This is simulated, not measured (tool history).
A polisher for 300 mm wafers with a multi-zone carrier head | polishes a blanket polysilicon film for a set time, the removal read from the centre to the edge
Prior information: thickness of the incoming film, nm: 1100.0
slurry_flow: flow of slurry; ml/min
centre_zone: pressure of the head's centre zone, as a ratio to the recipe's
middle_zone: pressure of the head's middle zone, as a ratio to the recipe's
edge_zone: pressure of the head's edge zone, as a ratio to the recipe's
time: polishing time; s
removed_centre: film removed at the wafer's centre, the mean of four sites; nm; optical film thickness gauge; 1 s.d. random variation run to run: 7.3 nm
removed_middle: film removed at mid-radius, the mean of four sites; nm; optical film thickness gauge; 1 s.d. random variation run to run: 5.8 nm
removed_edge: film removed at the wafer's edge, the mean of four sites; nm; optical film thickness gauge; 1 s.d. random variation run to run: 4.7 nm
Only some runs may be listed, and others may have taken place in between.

run    day  slurry_flow  centre_zone  middle_zone  edge_zone  time  removed_centre  removed_middle  removed_edge
  1      0          165            1            1          1    32          416.96          416.86        408.73
  2  0.217          185            1            1          1    32          428.81          434.61        417.89
  3  0.312          200         1.02         1.01       1.03    33          464.85          454.51         441.7
  4    0.6          200         1.02         0.96       1.03    33          455.95             445         440.5
  5  0.712          210         1.03         0.99       1.05    34           474.5          456.23        459.48
  6  0.896          220         1.03         1.01       1.04    35          503.17          494.92         468.3
  7  1.183          225         1.03         1.02       1.06    36          507.16          508.54        491.79

Predict the results of run 8:
  8  1.275          230         1.04         1.03       1.06    36               ?               ?             ?

removed_centre: 516.4 nm
removed_middle: 498.66 nm
removed_edge: 491.16 nm

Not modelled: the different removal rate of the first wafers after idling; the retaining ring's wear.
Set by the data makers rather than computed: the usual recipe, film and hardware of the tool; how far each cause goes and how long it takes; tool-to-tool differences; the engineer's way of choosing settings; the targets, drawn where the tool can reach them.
